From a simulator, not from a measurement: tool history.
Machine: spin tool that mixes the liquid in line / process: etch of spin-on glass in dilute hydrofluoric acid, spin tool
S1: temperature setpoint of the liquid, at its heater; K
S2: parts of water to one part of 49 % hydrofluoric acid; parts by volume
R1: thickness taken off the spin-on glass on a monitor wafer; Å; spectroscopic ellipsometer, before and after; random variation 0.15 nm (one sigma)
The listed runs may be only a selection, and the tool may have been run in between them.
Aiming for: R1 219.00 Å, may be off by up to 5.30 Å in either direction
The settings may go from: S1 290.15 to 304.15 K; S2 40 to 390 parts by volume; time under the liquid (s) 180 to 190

Run 1, day 0.000: S1 296.15 K, S2 215 parts by volume, time under the liquid (s) 180. Result: R1 251.27 Å.
Run 2, day 0.112: S1 296.15 K, S2 215 parts by volume, time under the liquid (s) 180. Result: R1 251.46 Å.
Run 3, day 0.221: S1 296.15 K, S2 215 parts by volume, time under the liquid (s) 190. Result: R1 262.97 Å.
Run 4, day 0.288: S1 295.15 K, S2 215 parts by volume, time under the liquid (s) 190. Result: R1 251.63 Å.
Run 5, day 0.542: S1 294.65 K, S2 215 parts by volume, time under the liquid (s) 190. Result: R1 251.75 Å.
Run 6, day 0.908: S1 294.15 K, S2 215 parts by volume, time under the liquid (s) 190. Result: R1 247.34 Å.
Run 7, day 1.025: S1 293.65 K, S2 215 parts by volume, time under the liquid (s) 190. Result: R1 239.00 Å.
Run 8, day 1.058: S1 293.15 K, S2 215 parts by volume, time under the liquid (s) 190. Result: R1 236.85 Å.
Run 9, day 1.292: S1 292.65 K, S2 215 parts by volume, time under the liquid (s) 190. Result: R1 231.11 Å.
Run 10, day 1.375: S1 292.15 K, S2 215 parts by volume, time under the liquid (s) 190. Result: R1 229.22 Å.

Which one of the following 4 next-run settings gets every result inside its allowed miss? There is exactly one.
Run A, day 1.458: S1 291.15 K, S2 195 parts by volume, time under the liquid (s) 180. Result: R1 ?.
Run B, day 1.458: S1 291.15 K, S2 205 parts by volume, time under the liquid (s) 190. Result: R1 ?.
Run C, day 1.458: S1 291.65 K, S2 210 parts by volume, time under the liquid (s) 190. Result: R1 ?.
Run D, day 1.458: S1 291.65 K, S2 210 parts by volume, time under the liquid (s) 180. Result: R1 ?.

move      R1
   A  235.49
   B  234.24
   C  232.10
   D  219.88
A: moves away from the targets compared with the last run
B: moves away from the targets compared with the last run
C: moves away from the targets compared with the last run
D: every result within its allowed miss
Move D is the one to make.
